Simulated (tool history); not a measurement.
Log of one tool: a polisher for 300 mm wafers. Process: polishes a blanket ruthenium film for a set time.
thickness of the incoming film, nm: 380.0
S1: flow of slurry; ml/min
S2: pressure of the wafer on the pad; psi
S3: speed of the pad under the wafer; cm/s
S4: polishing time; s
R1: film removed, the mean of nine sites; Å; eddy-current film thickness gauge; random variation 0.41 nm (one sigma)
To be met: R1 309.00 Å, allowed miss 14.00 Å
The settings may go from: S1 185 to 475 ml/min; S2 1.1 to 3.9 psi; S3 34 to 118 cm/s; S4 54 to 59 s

run 1 hour=0.0 | S1=305 S2=2.5 S3=76 S4=59 | R1=543.52
run 2 hour=4.4 | S1=305 S2=2.5 S3=76 S4=59 | R1=559.01
run 3 hour=6.5 | S1=305 S2=3.0 S3=76 S4=59 | R1=646.75
run 4 hour=13.9 | S1=305 S2=3.3 S3=76 S4=59 | R1=721.20
run 5 hour=17.9 | S1=305 S2=3.3 S3=60 S4=59 | R1=590.46
run 6 hour=26.7 | S1=305 S2=3.3 S3=52 S4=59 | R1=549.08
run 7 hour=34.5 | S1=305 S2=3.0 S3=52 S4=59 | R1=496.07
run 8 hour=43.0 | S1=305 S2=2.8 S3=52 S4=59 | R1=470.11
run 9 hour=47.2 | S1=305 S2=2.6 S3=52 S4=59 | R1=427.75
run 10 hour=53.9 | S1=305 S2=2.4 S3=52 S4=59 | R1=398.18
run 11 hour=56.6 | S1=305 S2=2.4 S3=52 S4=59 | R1=411.79
run 12 hour=61.3 | S1=305 S2=2.4 S3=52 S4=59 | R1=396.83
run 13 hour=65.2 | S1=305 S2=2.3 S3=52 S4=59 | R1=374.86
run 14 hour=67.9 | S1=305 S2=2.2 S3=52 S4=59 | R1=368.90
run 15 hour=71.3 | S1=305 S2=2.1 S3=52 S4=59 | R1=357.20
run 16 hour=74.1 | S1=305 S2=2.0 S3=52 S4=59 | R1=334.83

Which of these 4 next moves meets every target?
run A hour=76.9 | S1=230 S2=2.6 S3=40 S4=59 | R1=?
run B hour=76.9 | S1=270 S2=2.7 S3=36 S4=56 | R1=?
run C hour=76.9 | S1=255 S2=1.6 S3=74 S4=54 | R1=?
run D hour=76.9 | S1=385 S2=2.1 S3=54 S4=56 | R1=?

move=A R1=353.56
move=B R1=332.65
move=C R1=312.84
move=D R1=348.57
A: further off than the last run
B: nearer than the last run, and not there yet
C: meets every target
D: further off than the last run
Answer: C
